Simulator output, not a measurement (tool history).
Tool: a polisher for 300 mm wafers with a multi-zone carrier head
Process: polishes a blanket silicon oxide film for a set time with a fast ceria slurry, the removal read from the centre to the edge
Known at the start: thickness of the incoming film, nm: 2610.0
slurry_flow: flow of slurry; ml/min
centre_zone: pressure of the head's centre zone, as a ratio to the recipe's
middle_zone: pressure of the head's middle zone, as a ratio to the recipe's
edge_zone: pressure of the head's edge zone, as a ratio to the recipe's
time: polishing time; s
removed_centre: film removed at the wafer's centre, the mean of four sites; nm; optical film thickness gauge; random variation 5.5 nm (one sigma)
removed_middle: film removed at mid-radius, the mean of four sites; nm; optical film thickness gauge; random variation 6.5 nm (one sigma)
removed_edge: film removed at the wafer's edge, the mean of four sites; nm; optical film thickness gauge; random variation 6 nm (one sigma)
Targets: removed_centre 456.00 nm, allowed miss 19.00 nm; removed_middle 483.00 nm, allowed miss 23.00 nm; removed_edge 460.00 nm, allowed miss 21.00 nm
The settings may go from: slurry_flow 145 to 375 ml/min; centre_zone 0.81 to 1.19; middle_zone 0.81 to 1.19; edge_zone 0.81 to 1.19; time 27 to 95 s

{"run": 1, "hour": 0.0, "slurry_flow": 240, "centre_zone": 1.0, "middle_zone": 1.0, "edge_zone": 1.0, "time": 61, "removed_centre": 763.14, "removed_middle": 757.34, "removed_edge": 736.52}
{"run": 2, "hour": 2.6, "slurry_flow": 240, "centre_zone": 0.99, "middle_zone": 1.0, "edge_zone": 0.99, "time": 58, "removed_centre": 707.66, "removed_middle": 724.18, "removed_edge": 697.76}
{"run": 3, "hour": 9.0, "slurry_flow": 240, "centre_zone": 0.99, "middle_zone": 1.0, "edge_zone": 0.94, "time": 58, "removed_centre": 711.41, "removed_middle": 721.78, "removed_edge": 671.37}
{"run": 4, "hour": 10.1, "slurry_flow": 180, "centre_zone": 0.99, "middle_zone": 1.0, "edge_zone": 0.94, "time": 58, "removed_centre": 674.54, "removed_middle": 699.1, "removed_edge": 664.83}
{"run": 5, "hour": 12.4, "slurry_flow": 185, "centre_zone": 0.98, "middle_zone": 0.99, "edge_zone": 0.93, "time": 55, "removed_centre": 638.13, "removed_middle": 656.9, "removed_edge": 625.38}
{"run": 6, "hour": 15.3, "slurry_flow": 185, "centre_zone": 0.9, "middle_zone": 0.99, "edge_zone": 0.93, "time": 55, "removed_centre": 587.3, "removed_middle": 660.47, "removed_edge": 622.43}
{"run": 7, "hour": 21.2, "slurry_flow": 190, "centre_zone": 0.9, "middle_zone": 0.98, "edge_zone": 0.92, "time": 53, "removed_centre": 567.21, "removed_middle": 626.31, "removed_edge": 603.99}
{"run": 8, "hour": 24.3, "slurry_flow": 190, "centre_zone": 0.9, "middle_zone": 0.98, "edge_zone": 0.91, "time": 51, "removed_centre": 551.89, "removed_middle": 595.53, "removed_edge": 569.92}
{"hour": 32.6, "done": "edge zone pressure recalibrated"}
{"run": 9, "hour": 32.6, "slurry_flow": 190, "centre_zone": 0.89, "middle_zone": 0.98, "edge_zone": 0.9, "time": 50, "removed_centre": 532.15, "removed_middle": 606.95, "removed_edge": 585.24}
{"run": 10, "hour": 40.3, "slurry_flow": 185, "centre_zone": 0.91, "middle_zone": 0.98, "edge_zone": 0.89, "time": 48, "removed_centre": 523.25, "removed_middle": 566.87, "removed_edge": 562.23}
{"run": 11, "hour": 45.1, "slurry_flow": 185, "centre_zone": 0.92, "middle_zone": 1.0, "edge_zone": 0.88, "time": 46, "removed_centre": 495.98, "removed_middle": 553.5, "removed_edge": 522.06}

5 next moves are on the table. One of them brings every result within its allowed miss. Which?
{"run": "A", "hour": 49.9, "slurry_flow": 210, "centre_zone": 0.91, "middle_zone": 1.03, "edge_zone": 0.97, "time": 48, "removed_centre": "?", "removed_middle": "?", "removed_edge": "?"}
{"run": "B", "hour": 49.9, "slurry_flow": 185, "centre_zone": 0.91, "middle_zone": 0.87, "edge_zone": 0.91, "time": 45, "removed_centre": "?", "removed_middle": "?", "removed_edge": "?"}
{"run": "C", "hour": 49.9, "slurry_flow": 230, "centre_zone": 1.07, "middle_zone": 0.87, "edge_zone": 0.87, "time": 39, "removed_centre": "?", "removed_middle": "?", "removed_edge": "?"}
{"run": "D", "hour": 49.9, "slurry_flow": 200, "centre_zone": 1.02, "middle_zone": 1.08, "edge_zone": 1.01, "time": 37, "removed_centre": "?", "removed_middle": "?", "removed_edge": "?"}
{"run": "E", "hour": 49.9, "slurry_flow": 215, "centre_zone": 1.16, "middle_zone": 0.98, "edge_zone": 0.83, "time": 36, "removed_centre": "?", "removed_middle": "?", "removed_edge": "?"}

move=A removed_centre=511.07 removed_middle=587.50 removed_edge=582.97
move=B removed_centre=468.86 removed_middle=477.99 removed_edge=524.98
move=C removed_centre=494.94 removed_middle=426.78 removed_edge=456.50
move=D removed_centre=438.74 removed_middle=465.76 removed_edge=455.14
move=E removed_centre=491.09 removed_middle=425.54 removed_edge=409.85
A: further off than the last run
B: brings the result that was furthest off to its target, and leaves another outside
C: takes the result that was furthest off past its target
D: meets every target
E: takes the result that was furthest off past its target
Answer: D
